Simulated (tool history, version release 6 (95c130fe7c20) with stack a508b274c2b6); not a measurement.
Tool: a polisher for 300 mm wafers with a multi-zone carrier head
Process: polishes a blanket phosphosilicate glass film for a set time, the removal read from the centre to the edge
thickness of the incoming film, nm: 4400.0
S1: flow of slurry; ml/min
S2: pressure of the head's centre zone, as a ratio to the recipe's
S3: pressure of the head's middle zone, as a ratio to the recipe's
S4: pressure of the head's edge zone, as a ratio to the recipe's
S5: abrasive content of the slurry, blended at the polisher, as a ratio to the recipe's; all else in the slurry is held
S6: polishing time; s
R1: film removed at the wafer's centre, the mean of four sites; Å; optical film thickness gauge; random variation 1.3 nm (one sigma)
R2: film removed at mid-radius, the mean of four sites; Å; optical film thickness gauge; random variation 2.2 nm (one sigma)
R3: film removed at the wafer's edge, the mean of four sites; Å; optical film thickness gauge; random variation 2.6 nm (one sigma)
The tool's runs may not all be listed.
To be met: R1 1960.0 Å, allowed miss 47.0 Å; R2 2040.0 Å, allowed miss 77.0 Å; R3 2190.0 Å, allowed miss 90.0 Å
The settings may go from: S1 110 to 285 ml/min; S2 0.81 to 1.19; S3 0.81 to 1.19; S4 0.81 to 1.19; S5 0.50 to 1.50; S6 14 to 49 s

{"run": 1, "day": 0.0, "S1": 180, "S2": 1.0, "S3": 1.0, "S4": 1.0, "S5": 1.0, "S6": 31, "R1": 2810.4, "R2": 2841.8, "R3": 2809.8}
{"run": 2, "day": 0.35, "S1": 175, "S2": 0.97, "S3": 0.97, "S4": 0.98, "S5": 0.95, "S6": 31, "R1": 2721.8, "R2": 2725.2, "R3": 2738.9}
{"run": 3, "day": 0.658, "S1": 175, "S2": 0.97, "S3": 1.02, "S4": 0.98, "S5": 0.95, "S6": 31, "R1": 2665.5, "R2": 2820.1, "R3": 2808.1}
{"run": 4, "day": 0.796, "S1": 210, "S2": 0.97, "S3": 1.02, "S4": 0.98, "S5": 0.95, "S6": 31, "R1": 2775.6, "R2": 2924.8, "R3": 2810.2}
{"run": 5, "day": 0.871, "S1": 200, "S2": 0.95, "S3": 1.0, "S4": 0.97, "S5": 0.85, "S6": 31, "R1": 2616.6, "R2": 2774.6, "R3": 2695.5}
{"run": 6, "day": 0.908, "S1": 190, "S2": 0.93, "S3": 0.97, "S4": 0.97, "S5": 0.8, "S6": 31, "R1": 2512.6, "R2": 2552.3, "R3": 2615.6}
{"run": 7, "day": 1.012, "S1": 185, "S2": 0.91, "S3": 0.96, "S4": 0.95, "S5": 0.75, "S6": 31, "R1": 2395.0, "R2": 2518.5, "R3": 2534.1}
{"run": 8, "day": 1.296, "S1": 175, "S2": 0.89, "S3": 0.94, "S4": 0.94, "S5": 0.7, "S6": 31, "R1": 2296.5, "R2": 2446.2, "R3": 2451.9}
{"run": 9, "day": 1.408, "S1": 175, "S2": 0.89, "S3": 0.94, "S4": 0.94, "S5": 0.7, "S6": 31, "R1": 2272.6, "R2": 2417.8, "R3": 2488.7}
{"run": 10, "day": 1.483, "S1": 170, "S2": 0.88, "S3": 0.92, "S4": 0.93, "S5": 0.65, "S6": 31, "R1": 2183.8, "R2": 2302.4, "R3": 2444.0}
{"run": 11, "day": 1.571, "S1": 170, "S2": 0.88, "S3": 0.92, "S4": 0.92, "S5": 0.6, "S6": 31, "R1": 2137.3, "R2": 2268.1, "R3": 2333.5}
{"run": 12, "day": 1.7, "S1": 125, "S2": 0.85, "S3": 0.84, "S4": 0.89, "S5": 0.55, "S6": 31, "R1": 1891.1, "R2": 1903.0, "R3": 2073.0}
{"run": 13, "day": 1.958, "S1": 130, "S2": 0.85, "S3": 0.84, "S4": 0.89, "S5": 0.55, "S6": 31, "R1": 1896.8, "R2": 1950.3, "R3": 2196.7}

Which of these 4 next moves meets every target?
{"run": "A", "day": 2.217, "S1": 135, "S2": 0.87, "S3": 0.82, "S4": 0.9, "S5": 0.5, "S6": 31, "R1": "?", "R2": "?", "R3": "?"}
{"run": "B", "day": 2.217, "S1": 110, "S2": 0.86, "S3": 0.88, "S4": 0.87, "S5": 0.55, "S6": 33, "R1": "?", "R2": "?", "R3": "?"}
{"run": "C", "day": 2.217, "S1": 110, "S2": 0.96, "S3": 0.81, "S4": 1.0, "S5": 0.7, "S6": 29, "R1": "?", "R2": "?", "R3": "?"}
{"run": "D", "day": 2.217, "S1": 110, "S2": 0.95, "S3": 0.96, "S4": 0.93, "S5": 0.5, "S6": 31, "R1": "?", "R2": "?", "R3": "?"}

move=A R1=1917.0 R2=1847.9 R3=2133.1
move=B R1=1940.5 R2=2017.9 R3=2201.2
move=C R1=2005.1 R2=1768.5 R3=2207.1
move=D R1=1941.3 R2=1986.9 R3=2077.3
A: brings the result that was furthest off to its target, and leaves another outside
B: meets every target
C: brings the result that was furthest off to its target, and leaves another outside
D: brings the result that was furthest off to its target, and leaves another outside
Move B is the one to make.
